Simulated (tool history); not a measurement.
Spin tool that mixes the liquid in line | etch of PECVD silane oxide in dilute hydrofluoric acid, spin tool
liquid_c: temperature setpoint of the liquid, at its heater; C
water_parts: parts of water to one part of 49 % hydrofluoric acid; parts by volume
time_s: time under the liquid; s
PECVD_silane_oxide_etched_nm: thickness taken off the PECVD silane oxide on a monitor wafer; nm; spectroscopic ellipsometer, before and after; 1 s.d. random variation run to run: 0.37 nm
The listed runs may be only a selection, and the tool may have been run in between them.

run	day	liquid_c	water_parts	time_s	PECVD_silane_oxide_etched_nm
1	0.000	21.0	195	180	38.460
2	0.354	21.0	195	190	40.494
3	0.417	21.0	130	190	64.704
4	0.621	17.5	130	190	56.376
5	0.808	18.5	130	190	58.752
6	0.854	17.0	130	190	55.480
7	1.017	18.0	130	190	57.194
8	1.129	19.0	130	190	59.991
9	1.258	19.5	130	190	61.033
10	1.579	20.0	130	190	62.160

Estimate the outcome of run 11 from the log above:
11	1.883	20.5	130	190	?

PECVD_silane_oxide_etched_nm: 63.598 nm
